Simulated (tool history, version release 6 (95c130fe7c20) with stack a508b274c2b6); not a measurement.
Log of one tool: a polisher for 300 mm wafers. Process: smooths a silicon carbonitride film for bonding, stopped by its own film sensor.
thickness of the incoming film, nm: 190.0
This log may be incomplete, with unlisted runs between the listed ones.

| run | hour | flow of slurry (ml/min) | pressure of the wafer on the pad (psi) | speed of the pad under the wafer (m/s) | abrasive content of the slurry | target thickness at which the film sensor stops the polish (nm) | time until the film sensor stopped the polish (s) |
|---|---|---|---|---|---|---|---|
| 1 | 0.0 | 220 | 2.0 | 1.12 | 1.0 | 151 | 141.26 |
| 2 | 4.9 | 220 | 2.1 | 1.14 | 1.0 | 151 | 132.60 |
| 3 | 8.4 | 220 | 2.2 | 1.16 | 1.0 | 151 | 126.41 |
| 4 | 15.4 | 220 | 2.2 | 1.16 | 1.0 | 151 | 124.70 |
| 5 | 17.0 | 220 | 2.2 | 1.16 | 0.8 | 151 | 146.37 |
| 6 | 19.2 | 220 | 2.2 | 1.16 | 0.8 | 149 | 149.78 |
| 7 | 26.6 | 220 | 2.3 | 1.20 | 0.8 | 149 | 142.73 |
| 8 | 28.3 | 220 | 2.4 | 1.24 | 0.8 | 149 | 130.19 |
| 9 | 33.2 | 220 | 2.4 | 1.24 | 0.8 | 149 | 133.39 |
| 10 | 40.1 | 220 | 2.5 | 1.28 | 0.8 | 149 | 124.18 |

Estimate the outcome of run 11 from the log above:
| 11 | 47.8 | 220 | 2.6 | 1.32 | 0.8 | 149 | ? |

time until the film sensor stopped the polish (s): 115.65
